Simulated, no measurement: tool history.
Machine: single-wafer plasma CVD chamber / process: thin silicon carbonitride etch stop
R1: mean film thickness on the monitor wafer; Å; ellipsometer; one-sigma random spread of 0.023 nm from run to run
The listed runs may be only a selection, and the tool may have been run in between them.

run 1 day=0 | RF_power_(kW)=0.205 deposition_time_(s)=18.8 | R1=109.23
run 2 day=0.354 | RF_power_(kW)=0.2 deposition_time_(s)=17.8 | R1=102.43
run 3 day=0.512 | RF_power_(kW)=0.195 deposition_time_(s)=17.1 | R1=98.295
run 4 day=0.575 | RF_power_(kW)=0.19 deposition_time_(s)=16.5 | R1=93.831
run 5 day=0.854 | RF_power_(kW)=0.17 deposition_time_(s)=16.5 | R1=91.536
run 6 day=0.879 | RF_power_(kW)=0.165 deposition_time_(s)=16.1 | R1=89.446
run 7 day=1.217 | RF_power_(kW)=0.165 deposition_time_(s)=15.7 | R1=86.787

Forecast run 8:
-- day=1.467 thermocouple changed; heater temperature recalibrated
run 8 day=1.467 | RF_power_(kW)=0.165 deposition_time_(s)=15.4 | R1=?

For run 8 the tool returned R1 85.285 Å.

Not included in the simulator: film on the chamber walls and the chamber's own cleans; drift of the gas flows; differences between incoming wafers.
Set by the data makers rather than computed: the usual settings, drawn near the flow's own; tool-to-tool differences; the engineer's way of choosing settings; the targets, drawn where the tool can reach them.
